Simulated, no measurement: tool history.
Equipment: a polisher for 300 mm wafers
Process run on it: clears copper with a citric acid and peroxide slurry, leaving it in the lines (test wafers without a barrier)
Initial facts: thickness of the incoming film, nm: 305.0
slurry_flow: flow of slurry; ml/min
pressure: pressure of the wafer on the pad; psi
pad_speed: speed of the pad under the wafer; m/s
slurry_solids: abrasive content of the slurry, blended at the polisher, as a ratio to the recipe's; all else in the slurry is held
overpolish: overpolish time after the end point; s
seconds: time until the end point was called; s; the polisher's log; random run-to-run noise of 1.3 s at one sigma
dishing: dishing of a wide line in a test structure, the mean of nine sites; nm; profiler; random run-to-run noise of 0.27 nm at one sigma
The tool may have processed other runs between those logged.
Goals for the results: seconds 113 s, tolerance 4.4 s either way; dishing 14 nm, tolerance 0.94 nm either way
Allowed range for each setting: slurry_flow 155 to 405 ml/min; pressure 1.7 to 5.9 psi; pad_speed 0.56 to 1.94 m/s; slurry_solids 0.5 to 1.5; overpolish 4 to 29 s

run 1 hour=0 | slurry_flow=260 pressure=3.8 pad_speed=1.24 slurry_solids=1 overpolish=15 | seconds=87.786 dishing=35.066
run 2 hour=9 | slurry_flow=260 pressure=3.8 pad_speed=1.24 slurry_solids=1.1 overpolish=15 | seconds=87.648 dishing=36.326
run 3 hour=18 | slurry_flow=260 pressure=3.6 pad_speed=1.24 slurry_solids=1.05 overpolish=13 | seconds=94.731 dishing=31.901
run 4 hour=24.3 | slurry_flow=260 pressure=3.8 pad_speed=1.14 slurry_solids=0.95 overpolish=11 | seconds=98.467 dishing=24.992
run 5 hour=28.4 | slurry_flow=260 pressure=3.8 pad_speed=0.86 slurry_solids=0.95 overpolish=11 | seconds=128.47 dishing=19.489
run 6 hour=36.1 | slurry_flow=255 pressure=3.9 pad_speed=0.86 slurry_solids=0.9 overpolish=10 | seconds=124.19 dishing=18.415
run 7 hour=41.9 | slurry_flow=255 pressure=4 pad_speed=0.86 slurry_solids=0.9 overpolish=9 | seconds=123.55 dishing=16.655
run 8 hour=44.6 | slurry_flow=255 pressure=4.1 pad_speed=0.86 slurry_solids=0.9 overpolish=8 | seconds=119.95 dishing=15.176
run 9 hour=53.4 | slurry_flow=255 pressure=4.2 pad_speed=0.86 slurry_solids=0.9 overpolish=8 | seconds=116.66 dishing=16.046
run 10 hour=59.8 | slurry_flow=255 pressure=4.2 pad_speed=0.86 slurry_solids=0.9 overpolish=8 | seconds=118.88 dishing=14.964
run 11 hour=61.5 | slurry_flow=260 pressure=4.4 pad_speed=0.86 slurry_solids=0.9 overpolish=6 | seconds=110.58 dishing=12.555
run 12 hour=67.6 | slurry_flow=250 pressure=4.3 pad_speed=0.88 slurry_solids=0.9 overpolish=8 | seconds=112.71 dishing=16.367
run 13 hour=71.5 | slurry_flow=250 pressure=4.3 pad_speed=0.88 slurry_solids=0.9 overpolish=8 | seconds=113.23 dishing=16.246
run 14 hour=77 | slurry_flow=250 pressure=4.3 pad_speed=0.88 slurry_solids=0.9 overpolish=5 | seconds=111.42 dishing=10.293
run 15 hour=79.7 | slurry_flow=265 pressure=4.3 pad_speed=0.88 slurry_solids=0.85 overpolish=5 | seconds=111.14 dishing=10.132
run 16 hour=85.4 | slurry_flow=250 pressure=4.3 pad_speed=0.88 slurry_solids=0.85 overpolish=5 | seconds=113.35 dishing=10.09
run 17 hour=94.1 | slurry_flow=255 pressure=4.3 pad_speed=0.86 slurry_solids=0.9 overpolish=5 | seconds=112.82 dishing=10.045
run 18 hour=96.8 | slurry_flow=250 pressure=4.4 pad_speed=0.86 slurry_solids=0.85 overpolish=5 | seconds=114.92 dishing=9.8347
run 19 hour=104.2 | slurry_flow=255 pressure=4.4 pad_speed=0.84 slurry_solids=0.9 overpolish=5 | seconds=114.97 dishing=10.239
run 20 hour=113 | slurry_flow=250 pressure=4.4 pad_speed=0.84 slurry_solids=0.9 overpolish=5 | seconds=115.61 dishing=10.223
run 21 hour=115.8 | slurry_flow=255 pressure=4.4 pad_speed=0.84 slurry_solids=0.9 overpolish=5 | seconds=116.07 dishing=10.097
run 22 hour=121.4 | slurry_flow=250 pressure=4.5 pad_speed=0.84 slurry_solids=0.85 overpolish=6 | seconds=112.85 dishing=12.066

Exercise: of the 5 proposed moves below, exactly one satisfies all targets within the stated allowed misses. Which move is it?
run A hour=127 | slurry_flow=230 pressure=4.4 pad_speed=0.9 slurry_solids=0.8 overpolish=5 | seconds=? dishing=?
run B hour=127 | slurry_flow=225 pressure=3.8 pad_speed=1.02 slurry_solids=0.8 overpolish=6 | seconds=? dishing=?
run C hour=127 | slurry_flow=160 pressure=4.5 pad_speed=0.88 slurry_solids=0.85 overpolish=6 | seconds=? dishing=?
run D hour=127 | slurry_flow=290 pressure=4.4 pad_speed=0.84 slurry_solids=0.9 overpolish=7 | seconds=? dishing=?
run E hour=127 | slurry_flow=260 pressure=4.2 pad_speed=0.88 slurry_solids=1 overpolish=5 | seconds=? dishing=?

move=A seconds=111.21 dishing=10.423
move=B seconds=113.84 dishing=12.146
move=C seconds=113.89 dishing=12.161
move=D seconds=114.14 dishing=14.085
move=E seconds=112.94 dishing=10.263
A: lands further from the targets than the last run did
B: about the same distance from the targets as the last run
C: about the same distance from the targets as the last run
D: all results in spec
E: lands further from the targets than the last run did
D is the move that brings every result within its allowed miss.
